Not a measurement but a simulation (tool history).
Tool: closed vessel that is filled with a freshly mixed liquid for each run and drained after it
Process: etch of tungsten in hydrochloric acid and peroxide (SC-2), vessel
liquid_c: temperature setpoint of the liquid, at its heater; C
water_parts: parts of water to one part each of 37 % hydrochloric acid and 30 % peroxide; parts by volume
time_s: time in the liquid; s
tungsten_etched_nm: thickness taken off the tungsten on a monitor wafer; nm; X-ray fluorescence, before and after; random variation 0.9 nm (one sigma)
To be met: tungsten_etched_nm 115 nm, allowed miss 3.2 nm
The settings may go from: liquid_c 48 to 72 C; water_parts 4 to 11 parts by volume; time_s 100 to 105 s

run,hour,liquid_c,water_parts,time_s,tungsten_etched_nm
1,0,64,6,100,61.848
2,8.2,64,8,100,50.205
3,16.9,65.5,7.5,100,56.892
4,21.3,66.5,7,100,64.403
5,26.5,59.5,7,100,42.375
6,30.4,61.5,6.5,100,51.149
7,33.5,63.5,6,100,60.021
8,35.7,71.5,4.5,100,118.84

5 next moves are on the table. One of them brings every result within its allowed miss. Which?
A,37.9,72,4.5,100,?
B,37.9,69.5,4,105,?
C,37.9,72,5,100,?
D,37.9,70.5,4,100,?
E,37.9,70,4,105,?

move,tungsten_etched_nm
A,123.23
B,120.99
C,114.42
D,122.24
E,124.62
A: further off than the last run
B: further off than the last run
C: meets every target
D: further off than the last run
E: further off than the last run
Answer: C
